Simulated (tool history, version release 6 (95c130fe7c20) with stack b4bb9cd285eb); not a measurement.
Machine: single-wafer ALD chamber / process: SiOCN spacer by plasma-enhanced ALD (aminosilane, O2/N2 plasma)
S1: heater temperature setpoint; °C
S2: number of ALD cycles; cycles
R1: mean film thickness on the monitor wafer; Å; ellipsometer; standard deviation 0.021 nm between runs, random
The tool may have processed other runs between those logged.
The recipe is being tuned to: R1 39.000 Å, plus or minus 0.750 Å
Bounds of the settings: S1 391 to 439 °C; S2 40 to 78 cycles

run    day   S1  S2      R1
  1  0.000  415  59  33.558
  2  0.046  415  51  29.034
  3  0.188  410  51  29.437
  4  0.458  407  55  32.207
  5  0.642  414  55  31.442
  6  0.762  409  55  32.135
  7  1.017  405  57  33.311
  8  1.192  403  59  35.374
  9  1.212  401  60  35.751
 10  1.408  400  61  36.141
 11  1.433  399  62  37.321
 12  1.708  398  63  37.914
 13  2.038  397  63  37.487
 14  2.312  397  64  38.229
 15  2.654  397  64  37.651

5 next moves are on the table. One of them brings every result within its allowed miss. Which?
  A  2.996  399  61   ?
  B  2.996  398  62   ?
  C  2.996  404  64   ?
  D  2.996  404  61   ?
  E  2.996  392  65   ?

move      R1
   A  36.621
   B  37.221
   C  37.986
   D  36.205
   E  39.022
A: the biggest miss grows against the last run
B: the biggest miss grows against the last run
C: an improvement on the last run, though not all results are within tolerance
D: the biggest miss grows against the last run
E: every result within its allowed miss
Move E is the one to make.

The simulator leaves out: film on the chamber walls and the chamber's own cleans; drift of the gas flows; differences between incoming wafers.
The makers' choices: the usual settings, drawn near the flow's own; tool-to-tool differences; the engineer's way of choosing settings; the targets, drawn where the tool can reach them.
